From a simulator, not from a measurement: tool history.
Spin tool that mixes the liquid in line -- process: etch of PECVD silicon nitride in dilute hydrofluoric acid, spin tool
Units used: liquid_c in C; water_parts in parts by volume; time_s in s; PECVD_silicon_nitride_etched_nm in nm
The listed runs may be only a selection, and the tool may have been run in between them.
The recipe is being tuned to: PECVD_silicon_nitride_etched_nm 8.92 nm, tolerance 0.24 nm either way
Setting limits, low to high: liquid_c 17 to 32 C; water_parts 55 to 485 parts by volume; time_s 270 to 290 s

run  hour  liquid_c  water_parts  time_s  PECVD_silicon_nitride_etched_nm
  1     0        24          270     270                           5.3763
  2   6.5        24          270     290                           5.8224
  3  13.5        25          270     290                           6.0934
  4  17.6        26          265     290                           6.5852
  5    20        26          230     290                            7.686
  6  23.1      26.5          230     290                           7.9026
  7  29.3        27          230     290                           8.1231
  8  31.9      27.5          230     290                           8.4279

Next run, 4 choices. One meets every target within its allowed miss, the rest don't. Which?
  A  34.5        27          200     290                                ?
  B  34.5      29.5          230     290                                ?
  C  34.5      30.5          275     290                                ?
  D  34.5        24          165     275                                ?

move  PECVD_silicon_nitride_etched_nm
   A                           9.4015
   B                           9.4919
   C                           8.3796
   D                           8.9448
A: moves the result that the last run missed by most past its target, out the other side
B: moves the result that the last run missed by most past its target, out the other side
C: the biggest miss grows against the last run
D: hits every target within its allowed miss
So the answer is move D, the one that meets all the targets.
